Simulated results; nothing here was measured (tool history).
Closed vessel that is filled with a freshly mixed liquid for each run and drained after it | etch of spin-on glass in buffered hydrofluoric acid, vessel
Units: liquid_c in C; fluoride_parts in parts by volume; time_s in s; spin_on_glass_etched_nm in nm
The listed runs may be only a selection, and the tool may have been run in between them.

run,hour,liquid_c,fluoride_parts,time_s,spin_on_glass_etched_nm
1,0.0,21.0,9.0,90,170.22
2,8.9,19.5,9.0,90,154.47
3,14.3,19.0,9.5,90,145.01
4,22.4,21.5,9.5,90,165.11
5,27.8,20.5,10.0,90,155.64
6,30.8,20.5,11.0,90,142.36

Run 7 has not been measured yet. What should we expect?
7,37.4,19.5,11.0,90,?

spin_on_glass_etched_nm: 131.68 nm
